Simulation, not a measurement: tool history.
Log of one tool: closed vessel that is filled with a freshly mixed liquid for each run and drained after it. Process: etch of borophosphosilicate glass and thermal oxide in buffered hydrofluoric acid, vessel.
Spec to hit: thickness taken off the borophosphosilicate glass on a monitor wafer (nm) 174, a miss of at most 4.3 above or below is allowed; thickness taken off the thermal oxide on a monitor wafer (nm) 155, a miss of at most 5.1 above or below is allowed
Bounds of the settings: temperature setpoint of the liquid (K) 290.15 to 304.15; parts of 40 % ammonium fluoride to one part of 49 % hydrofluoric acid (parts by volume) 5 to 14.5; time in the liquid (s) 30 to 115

run,day,temperature setpoint of the liquid (K),parts of 40 % ammonium fluoride to one part of 49 % hydrofluoric acid (parts by volume),time in the liquid (s),thickness taken off the borophosphosilicate glass on a monitor wafer (nm),thickness taken off the thermal oxide on a monitor wafer (nm)
1,0,296.15,9,60,78.803,69.867
2,0.362,297.65,8.5,60,90.041,81.415
3,0.612,297.65,8.5,80,119.52,107.61
4,0.667,294.15,8.5,80,100.02,88.643
5,0.817,294.15,8.5,100,124.52,110.5
6,1.042,294.15,10,100,109.88,98.246
7,1.35,295.65,10,100,118.48,105.58
8,1.617,296.65,10,100,124.1,110.46
9,1.708,297.65,10,100,132.22,119.65
10,1.912,298.15,10,100,134.49,123.09
11,2.179,298.65,10,100,139.54,123.71
12,2.246,299.15,10,100,143.44,129.39
13,2.308,299.65,10,100,146.55,132.18
14,2.604,300.15,10,100,151.61,136.56
15,2.662,300.65,10,100,153.89,139.01
16,2.946,301.15,10,100,159.75,140.96

Next run, 4 choices. One meets every target within its allowed miss, the rest don't. Which?
A,3.229,300.65,11,105,?,?
B,3.229,299.65,10.5,115,?,?
C,3.229,300.15,8.5,95,?,?
D,3.229,299.65,8.5,105,?,?

move,thickness taken off the borophosphosilicate glass on a monitor wafer (nm),thickness taken off the thermal oxide on a monitor wafer (nm)
A,149.01,132
B,162.01,143.4
C,164.1,145.04
D,176.64,156.07
A: further off than the last run
B: closes in on the targets versus the last run, not all within tolerance yet
C: closes in on the targets versus the last run, not all within tolerance yet
D: meets every target
D meets every target.

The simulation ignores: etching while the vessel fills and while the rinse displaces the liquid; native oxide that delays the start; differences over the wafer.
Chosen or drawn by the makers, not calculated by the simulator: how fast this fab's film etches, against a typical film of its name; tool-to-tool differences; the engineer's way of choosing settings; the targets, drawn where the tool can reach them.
